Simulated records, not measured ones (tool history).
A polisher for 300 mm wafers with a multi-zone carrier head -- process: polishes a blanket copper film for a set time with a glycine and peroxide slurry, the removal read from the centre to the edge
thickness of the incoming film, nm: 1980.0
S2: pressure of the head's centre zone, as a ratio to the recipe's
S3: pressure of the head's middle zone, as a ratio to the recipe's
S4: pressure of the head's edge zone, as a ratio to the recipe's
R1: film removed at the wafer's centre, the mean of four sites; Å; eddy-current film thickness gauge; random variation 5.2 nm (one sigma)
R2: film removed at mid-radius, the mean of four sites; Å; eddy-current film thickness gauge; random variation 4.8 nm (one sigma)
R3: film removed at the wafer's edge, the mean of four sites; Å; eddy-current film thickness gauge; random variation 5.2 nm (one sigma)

{"run": 1, "hour": 0.0, "flow of slurry (ml/min)": 250, "S2": 1, "S3": 1, "S4": 1, "polishing time (s)": 60, "R1": 2866.5, "R2": 2928.8, "R3": 2937.6}
{"run": 2, "hour": 6.9, "flow of slurry (ml/min)": 250, "S2": 1, "S3": 1, "S4": 1, "polishing time (s)": 74, "R1": 3650.7, "R2": 3643.1, "R3": 3664.4}
{"run": 3, "hour": 14.6, "flow of slurry (ml/min)": 250, "S2": 1, "S3": 1, "S4": 1, "polishing time (s)": 59, "R1": 2904.3, "R2": 2950.2, "R3": 2983.4}
{"run": 4, "hour": 21.9, "flow of slurry (ml/min)": 255, "S2": 1.01, "S3": 1.02, "S4": 1, "polishing time (s)": 61, "R1": 3071.9, "R2": 3030.6, "R3": 3036.9}
{"run": 5, "hour": 28.7, "flow of slurry (ml/min)": 255, "S2": 1.08, "S3": 1.02, "S4": 1, "polishing time (s)": 61, "R1": 3132.2, "R2": 3134.9, "R3": 3054.8}
{"run": 6, "hour": 29.7, "flow of slurry (ml/min)": 250, "S2": 1.08, "S3": 1.04, "S4": 1, "polishing time (s)": 63, "R1": 3265.4, "R2": 3141.4, "R3": 3074.7}
{"run": 7, "hour": 32.5, "flow of slurry (ml/min)": 265, "S2": 1.05, "S3": 1.06, "S4": 0.99, "polishing time (s)": 65, "R1": 3289.8, "R2": 3315, "R3": 3270}

What does the tool deliver on the next run?
{"run": 8, "hour": 39.4, "flow of slurry (ml/min)": 260, "S2": 1.05, "S3": 1.07, "S4": 0.97, "polishing time (s)": 68, "R1": "?", "R2": "?", "R3": "?"}

Run 8 gave R1 3509.4 Å, R2 3581.8 Å, R3 3413.4 Å.
